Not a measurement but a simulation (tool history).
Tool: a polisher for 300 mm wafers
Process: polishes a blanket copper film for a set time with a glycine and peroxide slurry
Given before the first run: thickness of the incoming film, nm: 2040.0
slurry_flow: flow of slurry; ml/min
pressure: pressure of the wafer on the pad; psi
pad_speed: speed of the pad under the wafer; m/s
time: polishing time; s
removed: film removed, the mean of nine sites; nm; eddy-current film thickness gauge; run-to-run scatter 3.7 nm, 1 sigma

run 1 hour=0 | slurry_flow=270 pressure=1.9 pad_speed=1.18 time=49 | removed=206.18
run 2 hour=2.9 | slurry_flow=270 pressure=2.2 pad_speed=1.24 time=49 | removed=240.77
run 3 hour=7.3 | slurry_flow=270 pressure=2.4 pad_speed=1.3 time=49 | removed=267.9
run 4 hour=13.5 | slurry_flow=270 pressure=2.6 pad_speed=1.36 time=49 | removed=302.05
run 5 hour=14.7 | slurry_flow=235 pressure=2.6 pad_speed=1.36 time=49 | removed=294.83
run 6 hour=18.4 | slurry_flow=210 pressure=2.6 pad_speed=1.36 time=49 | removed=291.8

Run 7 is up next; what results do you expect?
run 7 hour=21.1 | slurry_flow=220 pressure=2.7 pad_speed=1.4 time=49 | removed=?

{"run 7": {"removed": 309.75}}
